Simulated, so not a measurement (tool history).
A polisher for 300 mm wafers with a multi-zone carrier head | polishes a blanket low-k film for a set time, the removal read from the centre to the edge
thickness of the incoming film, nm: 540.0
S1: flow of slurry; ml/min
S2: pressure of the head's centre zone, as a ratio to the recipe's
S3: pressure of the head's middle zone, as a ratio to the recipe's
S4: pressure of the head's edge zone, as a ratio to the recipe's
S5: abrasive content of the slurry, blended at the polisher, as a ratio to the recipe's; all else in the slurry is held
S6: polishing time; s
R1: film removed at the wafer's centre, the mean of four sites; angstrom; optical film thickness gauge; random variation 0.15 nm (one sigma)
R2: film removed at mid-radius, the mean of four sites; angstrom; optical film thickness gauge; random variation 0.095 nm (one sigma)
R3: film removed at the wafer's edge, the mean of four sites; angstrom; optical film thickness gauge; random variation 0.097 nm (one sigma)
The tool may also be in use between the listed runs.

run	hour	S1	S2	S3	S4	S5	S6	R1	R2	R3
1	0.0	185	1.00	1.00	1.00	1.00	65	153.50	150.88	145.73
2	1.2	175	1.00	1.02	0.96	1.00	65	150.16	153.89	144.32
3	3.9	175	1.00	1.02	1.00	1.00	65	152.17	153.85	146.03
4	4.8	180	1.01	1.04	0.97	0.95	65	148.05	150.59	139.34
5	7.8	180	1.01	1.04	0.90	0.95	65	149.39	152.68	134.69
6	10.2	180	1.01	1.04	0.90	1.10	65	162.55	163.98	146.81
7	18.2	180	1.01	1.05	0.88	1.05	65	158.93	162.93	143.21
8	20.3	175	1.01	1.06	0.87	1.00	65	153.45	160.30	139.20
9	25.8	180	1.01	1.06	0.86	0.95	65	150.13	154.91	133.40
10	31.5	180	1.01	1.07	0.85	0.95	65	146.58	155.99	130.83
11	35.6	180	1.01	1.07	0.85	0.95	65	148.74	155.96	130.87

The next listed run, before its measurement:
12	43.5	180	1.01	1.07	0.85	0.95	65	?	?	?

{"run 12": {"R1": 148.47, "R2": 153.25, "R3": 131.89}}
